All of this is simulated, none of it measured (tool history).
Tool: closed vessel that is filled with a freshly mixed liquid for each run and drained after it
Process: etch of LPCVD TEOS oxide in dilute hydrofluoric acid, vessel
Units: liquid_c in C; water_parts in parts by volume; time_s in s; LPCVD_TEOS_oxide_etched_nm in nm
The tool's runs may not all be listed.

run  hour  liquid_c  water_parts  time_s  LPCVD_TEOS_oxide_etched_nm
  1     0        23          220      95                      16.513
  2   2.2      21.5          225      95                      15.173
  3   8.1      21.5          225      95                      15.187
  4  11.9        23          225      95                      16.045
  5  19.7        23          190      95                      19.785
  6  27.5      21.5          200      95                      17.777
  7  31.5      17.5          250      95                      11.415

The next listed run, before its measurement:
  8  33.1        18          250      95                           ?

{"run 8": {"LPCVD_TEOS_oxide_etched_nm": 11.746}}
